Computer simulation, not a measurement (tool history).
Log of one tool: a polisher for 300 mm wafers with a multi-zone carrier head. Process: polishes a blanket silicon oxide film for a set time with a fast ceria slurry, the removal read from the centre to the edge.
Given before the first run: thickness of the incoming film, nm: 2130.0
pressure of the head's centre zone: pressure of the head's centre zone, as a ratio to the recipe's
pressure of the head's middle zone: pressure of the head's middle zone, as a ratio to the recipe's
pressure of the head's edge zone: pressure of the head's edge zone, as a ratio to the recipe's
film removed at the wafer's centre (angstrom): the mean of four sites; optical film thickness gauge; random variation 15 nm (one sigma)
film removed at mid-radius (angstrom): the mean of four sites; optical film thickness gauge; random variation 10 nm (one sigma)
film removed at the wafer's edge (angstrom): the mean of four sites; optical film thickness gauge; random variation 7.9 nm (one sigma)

run,hour,flow of slurry (ml/min),pressure of the head's centre zone,pressure of the head's middle zone,pressure of the head's edge zone,polishing time (s),film removed at the wafer's centre (angstrom),film removed at mid-radius (angstrom),film removed at the wafer's edge (angstrom)
1,0.0,200,1.00,1.00,1.00,64,8491.3,8139.8,8211.6
2,2.3,210,0.99,1.04,1.05,67,8741.8,8978.8,8717.3
3,4.7,215,0.98,1.05,1.08,70,9205.5,9530.9,9278.5
4,9.8,215,0.91,1.05,1.08,70,8679.9,9370.0,9484.8
5,16.8,215,0.98,1.05,1.08,70,9213.5,9440.6,9513.4
6,25.7,215,0.91,1.05,1.08,70,8423.5,9447.4,9457.5

Run 7 is up next; what results do you expect?
7,29.8,230,0.92,1.07,1.11,71,?,?,?

film removed at the wafer's centre (angstrom): 9080.2
film removed at mid-radius (angstrom): 9871.7
film removed at the wafer's edge (angstrom): 9712.1
